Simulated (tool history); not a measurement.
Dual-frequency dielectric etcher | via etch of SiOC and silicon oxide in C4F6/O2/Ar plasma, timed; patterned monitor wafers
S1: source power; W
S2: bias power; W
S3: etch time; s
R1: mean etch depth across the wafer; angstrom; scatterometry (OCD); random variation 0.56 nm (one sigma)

run 1 hour=0.0 | S1=400 S2=175 S3=73 | R1=814.07
run 2 hour=2.2 | S1=340 S2=175 S3=73 | R1=736.88
run 3 hour=10.0 | S1=340 S2=175 S3=76 | R1=769.51
run 4 hour=13.1 | S1=340 S2=175 S3=73 | R1=734.59
run 5 hour=17.8 | S1=380 S2=178 S3=73 | R1=794.28
run 6 hour=23.1 | S1=380 S2=210 S3=73 | R1=833.90
run 7 hour=29.5 | S1=400 S2=212 S3=73 | R1=860.91
run 8 hour=31.6 | S1=420 S2=213 S3=73 | R1=884.87
run 9 hour=38.3 | S1=420 S2=213 S3=73 | R1=892.94

Forecast run 10:
run 10 hour=46.0 | S1=430 S2=214 S3=73 | R1=?

{"run 10": {"R1": 906.48}}

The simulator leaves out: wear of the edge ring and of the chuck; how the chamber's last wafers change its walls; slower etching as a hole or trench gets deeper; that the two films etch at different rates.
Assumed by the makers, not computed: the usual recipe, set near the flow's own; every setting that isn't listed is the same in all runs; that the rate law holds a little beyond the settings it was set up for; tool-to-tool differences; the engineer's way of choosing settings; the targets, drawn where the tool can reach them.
